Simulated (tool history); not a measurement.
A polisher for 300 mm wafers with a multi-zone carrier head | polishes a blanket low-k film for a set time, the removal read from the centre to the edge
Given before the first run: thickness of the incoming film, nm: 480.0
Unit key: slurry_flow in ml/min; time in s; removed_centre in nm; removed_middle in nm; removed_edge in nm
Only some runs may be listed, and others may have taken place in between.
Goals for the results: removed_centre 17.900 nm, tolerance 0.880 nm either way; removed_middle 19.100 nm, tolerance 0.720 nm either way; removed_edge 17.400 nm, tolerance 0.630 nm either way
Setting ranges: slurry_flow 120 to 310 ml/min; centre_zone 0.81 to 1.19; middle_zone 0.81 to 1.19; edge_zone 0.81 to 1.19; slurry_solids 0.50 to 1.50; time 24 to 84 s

run,hour,slurry_flow,centre_zone,middle_zone,edge_zone,slurry_solids,time,removed_centre,removed_middle,removed_edge
1,0.0,200,1.00,1.00,1.00,1.00,54,23.164,23.721,23.405
2,8.4,200,1.00,1.00,0.98,0.95,54,22.525,23.050,22.590
3,12.6,200,1.00,0.94,0.98,0.95,54,22.914,22.161,22.616
4,17.8,200,0.99,0.95,0.96,0.90,54,21.841,22.016,21.879
5,25.1,200,0.99,0.95,0.94,0.85,54,21.529,21.620,21.631
6,33.9,200,1.00,0.96,0.93,0.80,53,20.973,20.641,20.396
7,34.8,200,1.00,0.97,0.92,0.75,53,20.444,20.507,19.712
8,40.1,195,1.00,0.97,0.91,0.75,53,20.202,20.077,19.274
9,45.0,190,0.99,0.97,0.90,0.75,53,20.037,19.869,19.236
10,48.8,185,0.98,0.98,0.89,0.75,53,19.490,20.183,19.118
11,55.9,180,0.98,0.98,0.88,0.75,53,19.984,19.754,19.241
12,62.3,180,0.98,0.98,0.88,0.75,53,19.439,20.235,19.012
13,69.0,180,0.98,0.98,0.88,0.75,53,19.239,20.360,19.250
14,77.4,180,0.98,0.98,0.87,0.75,53,19.294,20.042,19.102

5 next moves are on the table. One of them brings every result within its allowed miss. Which?
A,85.8,225,0.95,0.96,0.90,1.00,49,?,?,?
B,85.8,255,0.98,1.03,0.91,0.55,53,?,?,?
C,85.8,180,1.10,0.92,0.97,0.80,51,?,?,?
D,85.8,185,1.05,0.94,0.87,0.70,53,?,?,?
E,85.8,175,0.86,1.02,0.87,0.85,54,?,?,?

move,removed_centre,removed_middle,removed_edge
A,20.542,21.053,20.549
B,18.105,18.984,17.511
C,21.746,18.654,19.674
D,20.483,18.725,18.472
E,18.332,21.919,20.264
A: lands further from the targets than the last run did
B: hits every target within its allowed miss
C: lands further from the targets than the last run did
D: lands further from the targets than the last run did
E: lands further from the targets than the last run did
Go with B: it meets all targets.
